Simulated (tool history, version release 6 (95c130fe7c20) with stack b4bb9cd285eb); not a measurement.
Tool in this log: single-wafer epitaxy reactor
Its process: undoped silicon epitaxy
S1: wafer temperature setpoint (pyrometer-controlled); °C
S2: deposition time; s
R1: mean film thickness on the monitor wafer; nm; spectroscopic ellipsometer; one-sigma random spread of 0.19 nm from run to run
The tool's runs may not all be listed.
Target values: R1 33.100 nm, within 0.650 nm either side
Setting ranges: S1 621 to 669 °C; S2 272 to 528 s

run,hour,S1,S2,R1
1,0.0,645,400,55.273
2,4.6,640,399,48.401
3,11.1,637,399,45.008
4,14.8,637,433,48.521
5,20.3,643,433,57.272
6,24.8,643,476,62.302
7,33.1,631,412,39.592
8,39.0,629,412,37.880
9,39.5,628,412,36.868
10,41.7,627,412,35.863
11,42.4,623,411,32.343

Pick the move, out of 4, that brings all results within their allowed miss; only one does.
A,43.1,623,423,?
B,43.1,623,391,?
C,43.1,625,414,?
D,43.1,625,376,?

move,R1
A,32.902
B,30.413
C,33.953
D,30.836
A: each result inside its tolerance
B: further off than the last run
C: the result that was furthest off in the last run now lies on the other side of its target
D: further off than the last run
Correct choice: A, which meets every target

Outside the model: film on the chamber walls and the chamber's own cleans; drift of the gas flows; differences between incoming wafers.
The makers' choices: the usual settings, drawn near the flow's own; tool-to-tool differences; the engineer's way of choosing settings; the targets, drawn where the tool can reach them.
